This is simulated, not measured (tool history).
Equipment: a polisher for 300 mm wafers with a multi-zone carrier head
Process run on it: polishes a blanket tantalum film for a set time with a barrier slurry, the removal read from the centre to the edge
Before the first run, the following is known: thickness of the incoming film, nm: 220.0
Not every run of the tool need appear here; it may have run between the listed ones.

run  hour  flow of slurry (ml/min)  pressure of the head's centre zone  pressure of the head's middle zone  pressure of the head's edge zone  abrasive content of the slurry  polishing time (s)  film removed at the wafer's centre (Å)  film removed at mid-radius (Å)  film removed at the wafer's edge (Å)
  1   0.0                      285                                1.00                                1.00                              1.00                            1.00                  32                                  435.25                          430.29                                431.22
  2   4.7                      285                                1.00                                1.00                              1.07                            1.00                  32                                  431.44                          430.77                                437.12
  3   5.7                      290                                0.99                                1.01                              1.05                            0.90                  30                                  393.28                          394.81                                406.49
  4  10.4                      290                                0.99                                1.01                              1.13                            0.90                  30                                  395.26                          394.09                                419.23
  5  13.0                      285                                0.99                                1.03                              1.09                            0.85                  29                                  378.37                          382.24                                387.39
  6  20.1                      285                                0.99                                1.03                              1.09                            1.00                  29                                  385.75                          397.78                                410.23
  7  26.5                      275                                0.98                                1.04                              1.06                            0.90                  28                                  362.63                          377.57                                378.61

The next listed run, before its measurement:
  8  32.5                      265                                0.97                                1.04                              1.03                            0.85                  27                                       ?                               ?                                     ?

Run 8 measured film removed at the wafer's centre (Å) 345.14, film removed at mid-radius (Å) 365.03, film removed at the wafer's edge (Å) 356.15.
